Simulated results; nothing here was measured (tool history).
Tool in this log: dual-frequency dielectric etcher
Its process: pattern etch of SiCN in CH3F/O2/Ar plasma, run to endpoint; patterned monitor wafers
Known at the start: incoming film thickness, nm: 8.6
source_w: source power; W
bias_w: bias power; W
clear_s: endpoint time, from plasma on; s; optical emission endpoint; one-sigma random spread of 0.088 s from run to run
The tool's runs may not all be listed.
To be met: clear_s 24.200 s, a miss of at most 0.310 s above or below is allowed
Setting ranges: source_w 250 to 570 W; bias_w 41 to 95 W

run	day	source_w	bias_w	clear_s
1	0.000	410	68	22.608
2	0.371	390	68	22.803
3	0.692	370	67	23.276
4	0.892	350	67	23.705
5	1.062	340	67	23.611
6	1.383	390	67	22.907
7	1.458	370	66	23.457
8	1.754	360	66	23.500
9	1.888	350	66	23.690
10	2.238	340	66	23.680

Exactly one of the 4 candidate moves below puts every result within its allowed miss. Which one?
A	2.588	320	65	?
B	2.588	370	67	?
C	2.588	460	57	?
D	2.588	380	69	?

move	clear_s
A	24.280
B	23.261
C	23.516
D	22.861
A: in spec on every target
B: further off than the last run
C: further off than the last run
D: further off than the last run
Correct choice: A, which meets every target

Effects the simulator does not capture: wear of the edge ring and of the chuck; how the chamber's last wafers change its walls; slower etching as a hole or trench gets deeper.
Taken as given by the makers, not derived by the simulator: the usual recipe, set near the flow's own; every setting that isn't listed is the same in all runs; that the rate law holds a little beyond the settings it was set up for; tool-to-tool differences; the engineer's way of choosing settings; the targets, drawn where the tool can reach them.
